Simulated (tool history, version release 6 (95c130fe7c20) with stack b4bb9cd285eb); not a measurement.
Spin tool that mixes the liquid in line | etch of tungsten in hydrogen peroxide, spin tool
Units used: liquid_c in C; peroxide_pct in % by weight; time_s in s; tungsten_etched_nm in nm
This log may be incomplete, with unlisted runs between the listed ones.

{"run": 1, "hour": 0.0, "liquid_c": 54.0, "peroxide_pct": 23, "time_s": 15, "tungsten_etched_nm": 19.111}
{"run": 2, "hour": 7.4, "liquid_c": 53.0, "peroxide_pct": 23, "time_s": 15, "tungsten_etched_nm": 18.178}
{"run": 3, "hour": 8.5, "liquid_c": 52.0, "peroxide_pct": 23, "time_s": 15, "tungsten_etched_nm": 17.043}
{"run": 4, "hour": 17.0, "liquid_c": 52.0, "peroxide_pct": 23, "time_s": 15, "tungsten_etched_nm": 17.06}
{"run": 5, "hour": 19.9, "liquid_c": 56.0, "peroxide_pct": 23, "time_s": 15, "tungsten_etched_nm": 21.485}
{"run": 6, "hour": 24.7, "liquid_c": 56.0, "peroxide_pct": 23, "time_s": 15, "tungsten_etched_nm": 21.258}
{"run": 7, "hour": 30.3, "liquid_c": 56.0, "peroxide_pct": 23, "time_s": 15, "tungsten_etched_nm": 21.804}
{"run": 8, "hour": 38.5, "liquid_c": 48.0, "peroxide_pct": 23, "time_s": 15, "tungsten_etched_nm": 13.242}

Forecast run 9:
{"run": 9, "hour": 42.0, "liquid_c": 48.5, "peroxide_pct": 23, "time_s": 15, "tungsten_etched_nm": "?"}

tungsten_etched_nm: 13.576 nm

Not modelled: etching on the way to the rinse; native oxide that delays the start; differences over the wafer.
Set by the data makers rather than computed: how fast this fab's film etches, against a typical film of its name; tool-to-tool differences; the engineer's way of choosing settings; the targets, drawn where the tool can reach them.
